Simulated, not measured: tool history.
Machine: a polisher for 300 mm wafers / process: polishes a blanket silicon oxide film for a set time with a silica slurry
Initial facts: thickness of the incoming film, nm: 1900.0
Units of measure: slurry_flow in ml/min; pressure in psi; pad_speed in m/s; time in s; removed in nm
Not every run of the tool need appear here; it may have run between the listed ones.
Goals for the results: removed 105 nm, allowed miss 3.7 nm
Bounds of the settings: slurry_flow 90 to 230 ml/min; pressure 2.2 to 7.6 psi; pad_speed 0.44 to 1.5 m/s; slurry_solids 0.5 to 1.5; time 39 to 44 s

| run | day | slurry_flow | pressure | pad_speed | slurry_solids | time | removed |
|---|---|---|---|---|---|---|---|
| 1 | 0 | 150 | 4.9 | 0.96 | 1 | 44 | 138.71 |
| 2 | 0.238 | 150 | 4.9 | 1.14 | 1 | 44 | 154.25 |
| 3 | 0.338 | 150 | 5.6 | 1.14 | 1 | 44 | 169.4 |
| 4 | 0.429 | 145 | 5 | 1.12 | 1 | 44 | 153.53 |
| 5 | 0.783 | 145 | 4.5 | 1.12 | 1 | 44 | 143.11 |
| 6 | 0.883 | 110 | 4.5 | 1.12 | 1 | 44 | 134.98 |
| 7 | 1.188 | 110 | 4.2 | 1.12 | 1 | 44 | 128.27 |
| 8 | 1.446 | 110 | 4 | 1.12 | 1 | 44 | 127.29 |
| 9 | 1.804 | 110 | 3.7 | 1.12 | 1 | 44 | 120.05 |
| 10 | 1.871 | 110 | 3.5 | 1.12 | 1 | 44 | 116.31 |
| 11 | 1.896 | 110 | 3.4 | 1.12 | 1 | 44 | 115.1 |
| 12 | 1.954 | 110 | 3.3 | 1.12 | 1 | 44 | 113.72 |
| 13 | 2.242 | 110 | 3.2 | 1.12 | 1 | 44 | 109.99 |

Exactly one of the 4 candidate moves below puts every result within its allowed miss. Which one?
| A | 2.529 | 110 | 3.1 | 1.12 | 1.1 | 44 | ? |
| B | 2.529 | 160 | 3.1 | 0.88 | 1.1 | 44 | ? |
| C | 2.529 | 105 | 3.4 | 1.02 | 0.95 | 41 | ? |
| D | 2.529 | 115 | 4 | 1.08 | 1 | 42 | ? |

| move | removed |
|---|---|
| A | 114.97 |
| B | 104.59 |
| C | 95.421 |
| D | 118.55 |
A: its largest miss is bigger than the last run's
B: all results land within tolerance of their targets
C: pushes the last run's worst result past its target
D: its largest miss is bigger than the last run's
The right move is B.
